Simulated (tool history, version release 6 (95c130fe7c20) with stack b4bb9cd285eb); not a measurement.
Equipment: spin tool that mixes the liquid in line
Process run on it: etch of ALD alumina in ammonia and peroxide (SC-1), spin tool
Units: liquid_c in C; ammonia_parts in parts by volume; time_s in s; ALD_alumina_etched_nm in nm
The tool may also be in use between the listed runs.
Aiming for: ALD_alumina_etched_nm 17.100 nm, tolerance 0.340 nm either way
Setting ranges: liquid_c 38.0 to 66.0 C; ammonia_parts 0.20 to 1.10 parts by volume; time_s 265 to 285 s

run  hour  liquid_c  ammonia_parts  time_s  ALD_alumina_etched_nm
  1   0.0      50.0           0.60     265                 22.013
  2   8.5      49.0           0.60     265                 20.464
  3  10.6      48.5           0.60     265                 19.873
  4  19.1      48.0           0.60     265                 19.476
  5  21.3      53.5           0.60     265                 26.269
  6  22.6      52.0           0.60     265                 24.407
     29.7  -- new drum of ammonia solution connected
  7  29.7      50.5           0.60     265                 22.566
  8  33.0      49.5           0.60     265                 21.338
  9  38.0      48.5           0.60     265                 20.049

Next run, 5 choices. One meets every target within its allowed miss, the rest don't. Which?
  A  43.0      45.0           0.65     285                      ?
  B  43.0      44.0           0.65     285                      ?
  C  43.0      45.5           0.45     265                      ?
  D  43.0      43.5           0.45     285                      ?
  E  43.0      44.5           0.70     265                      ?

move  ALD_alumina_etched_nm
   A                 17.908
   B                 16.913
   C                 16.542
   D                 15.868
   E                 16.298
A: an improvement on the last run, though not all results are within tolerance
B: meets every target
C: moves the result that the last run missed by most past its target, out the other side
D: moves the result that the last run missed by most past its target, out the other side
E: moves the result that the last run missed by most past its target, out the other side
Move B is the one to make.
